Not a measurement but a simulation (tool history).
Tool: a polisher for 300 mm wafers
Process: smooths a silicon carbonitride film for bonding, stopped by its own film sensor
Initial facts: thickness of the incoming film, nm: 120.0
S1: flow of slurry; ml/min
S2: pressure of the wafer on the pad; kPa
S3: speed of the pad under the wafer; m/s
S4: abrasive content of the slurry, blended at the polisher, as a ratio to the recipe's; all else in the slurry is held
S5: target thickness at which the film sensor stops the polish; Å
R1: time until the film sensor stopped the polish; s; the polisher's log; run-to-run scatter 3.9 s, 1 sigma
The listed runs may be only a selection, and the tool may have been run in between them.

{"run": 1, "hour": 0.0, "S1": 125, "S2": 17.9, "S3": 0.92, "S4": 1, "S5": 930, "R1": 95.278}
{"run": 2, "hour": 7.8, "S1": 125, "S2": 15.9, "S3": 0.86, "S4": 1, "S5": 930, "R1": 105.29}
{"run": 3, "hour": 15.2, "S1": 120, "S2": 14.5, "S3": 0.78, "S4": 0.95, "S5": 930, "R1": 131.24}
{"run": 4, "hour": 19.2, "S1": 120, "S2": 17.2, "S3": 0.78, "S4": 0.95, "S5": 930, "R1": 107.9}
{"run": 5, "hour": 23.6, "S1": 120, "S2": 17.2, "S3": 0.78, "S4": 0.8, "S5": 930, "R1": 111.46}
{"run": 6, "hour": 26.9, "S1": 120, "S2": 20.7, "S3": 0.78, "S4": 0.8, "S5": 930, "R1": 101.12}

The next listed run, before its measurement:
{"run": 7, "hour": 34.2, "S1": 120, "S2": 18.6, "S3": 0.7, "S4": 0.8, "S5": 930, "R1": "?"}

For run 7 the tool returned R1 118.08 s.
